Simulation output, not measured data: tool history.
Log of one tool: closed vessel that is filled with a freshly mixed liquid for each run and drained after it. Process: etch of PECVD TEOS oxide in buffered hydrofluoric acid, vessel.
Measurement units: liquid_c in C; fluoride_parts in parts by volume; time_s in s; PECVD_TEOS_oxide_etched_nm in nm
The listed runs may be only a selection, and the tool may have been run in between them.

run 1 hour=0.0 | liquid_c=21.0 fluoride_parts=13.5 time_s=105 | PECVD_TEOS_oxide_etched_nm=121.00
run 2 hour=6.5 | liquid_c=21.0 fluoride_parts=13.5 time_s=110 | PECVD_TEOS_oxide_etched_nm=125.41
run 3 hour=14.7 | liquid_c=22.5 fluoride_parts=13.5 time_s=110 | PECVD_TEOS_oxide_etched_nm=136.29
run 4 hour=16.4 | liquid_c=21.0 fluoride_parts=13.5 time_s=110 | PECVD_TEOS_oxide_etched_nm=127.77
run 5 hour=19.5 | liquid_c=21.0 fluoride_parts=13.5 time_s=105 | PECVD_TEOS_oxide_etched_nm=122.01
run 6 hour=26.2 | liquid_c=22.5 fluoride_parts=13.0 time_s=105 | PECVD_TEOS_oxide_etched_nm=137.32
run 7 hour=29.2 | liquid_c=23.5 fluoride_parts=13.0 time_s=105 | PECVD_TEOS_oxide_etched_nm=143.76

Predict the results of run 8:
run 8 hour=34.7 | liquid_c=24.5 fluoride_parts=13.0 time_s=105 | PECVD_TEOS_oxide_etched_nm=?

PECVD_TEOS_oxide_etched_nm: 152.16 nm
